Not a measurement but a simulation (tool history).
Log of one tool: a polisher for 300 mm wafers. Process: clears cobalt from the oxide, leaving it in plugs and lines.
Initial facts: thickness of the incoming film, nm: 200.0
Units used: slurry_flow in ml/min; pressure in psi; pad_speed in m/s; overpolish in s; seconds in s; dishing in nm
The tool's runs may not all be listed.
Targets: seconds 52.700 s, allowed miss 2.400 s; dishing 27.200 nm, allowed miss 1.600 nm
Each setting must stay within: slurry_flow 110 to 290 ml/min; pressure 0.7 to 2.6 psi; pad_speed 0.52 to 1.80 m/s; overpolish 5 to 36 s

run    day  slurry_flow  pressure  pad_speed  overpolish  seconds  dishing
  1  0.000          185       1.6       1.16          18   41.680   54.212
  2  0.033          140       1.6       1.16          18   43.110   53.405
  3  0.229          145       1.5       1.16          17   44.752   50.494
  4  0.588          140       1.4       1.18          16   47.526   47.772
  5  0.629          135       1.4       1.18          15   47.299   45.827
  6  0.742          130       1.3       1.20          14   48.812   43.430
  7  1.008          130       1.2       1.22          13   50.852   38.675
  8  1.325          130       1.2       1.22          12   51.031   38.582
  9  1.575          130       1.1       1.24          11   54.307   33.556
 10  1.900          130       1.1       1.24          10   54.344   32.358
 11  2.075          135       1.1       1.26           7   52.169   24.889

Which of these 4 next moves meets every target?
  A  2.250          155       1.1       1.26           8        ?        ?
  B  2.250          145       1.2       1.12           7        ?        ?
  C  2.250          145       1.1       1.26           6        ?        ?
  D  2.250          145       1.1       1.20           6        ?        ?

move  seconds  dishing
   A   51.911   27.693
   B   54.986   23.736
   C   52.286   21.767
   D   54.825   20.916
A: meets every target
B: the biggest miss grows against the last run
C: the biggest miss grows against the last run
D: the biggest miss grows against the last run
The right move is A.
